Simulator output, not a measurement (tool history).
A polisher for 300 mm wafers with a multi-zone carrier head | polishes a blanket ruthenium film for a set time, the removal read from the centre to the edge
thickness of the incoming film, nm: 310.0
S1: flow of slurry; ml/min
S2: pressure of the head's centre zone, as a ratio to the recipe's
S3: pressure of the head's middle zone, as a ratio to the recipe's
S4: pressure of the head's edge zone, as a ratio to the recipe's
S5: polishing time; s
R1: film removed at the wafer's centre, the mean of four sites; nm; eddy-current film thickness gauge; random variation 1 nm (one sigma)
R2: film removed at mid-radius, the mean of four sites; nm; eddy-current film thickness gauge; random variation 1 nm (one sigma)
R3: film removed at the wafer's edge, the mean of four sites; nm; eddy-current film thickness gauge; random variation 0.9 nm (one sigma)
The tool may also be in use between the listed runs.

Run 1, hour 0.0: S1 130 ml/min, S2 1.00, S3 1.00, S4 1.00, S5 43 s. Result: R1 70.809 nm, R2 68.399 nm, R3 67.984 nm.
Run 2, hour 8.9: S1 135 ml/min, S2 1.02, S3 1.00, S4 1.02, S5 44 s. Result: R1 72.937 nm, R2 72.010 nm, R3 70.540 nm.
Run 3, hour 13.0: S1 135 ml/min, S2 0.99, S3 1.00, S4 1.02, S5 44 s. Result: R1 70.872 nm, R2 72.717 nm, R3 71.419 nm.
Run 4, hour 16.8: S1 160 ml/min, S2 0.99, S3 1.00, S4 1.02, S5 44 s. Result: R1 73.788 nm, R2 74.888 nm, R3 73.005 nm.
Run 5, hour 21.0: S1 160 ml/min, S2 0.99, S3 1.04, S4 1.02, S5 44 s. Result: R1 74.767 nm, R2 76.520 nm, R3 72.248 nm.
Run 6, hour 27.7: S1 165 ml/min, S2 1.02, S3 1.02, S4 1.04, S5 45 s. Result: R1 78.360 nm, R2 76.994 nm, R3 75.160 nm.

Forecast run 7:
Run 7, hour 31.6: S1 170 ml/min, S2 1.04, S3 1.02, S4 1.05, S5 46 s. Result: R1 ?, R2 ?, R3 ?.

R1: 82.888 nm
R2: 79.490 nm
R3: 77.871 nm
